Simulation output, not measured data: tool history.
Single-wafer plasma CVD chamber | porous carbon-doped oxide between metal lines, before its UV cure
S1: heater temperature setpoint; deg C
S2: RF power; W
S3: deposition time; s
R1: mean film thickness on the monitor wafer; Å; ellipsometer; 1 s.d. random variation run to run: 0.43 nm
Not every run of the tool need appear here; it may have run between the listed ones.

run  hour   S1   S2    S3      R1
  1   0.0  280  425  29.1  1544.2
  2   1.2  278  425  29.1  1560.2
  3   9.5  276  425  29.1  1572.5
  4  11.4  276  395  29.1  1475.7
  5  16.1  276  395  29.1  1467.1
  6  17.2  276  340  29.1  1273.9
  7  19.2  274  350  29.1  1322.7
  8  23.4  262  420  29.1  1700.8

Predict the results of run 9:
  9  26.5  261  420  29.1   ?

Run 9 measured R1 1709.8 Å.
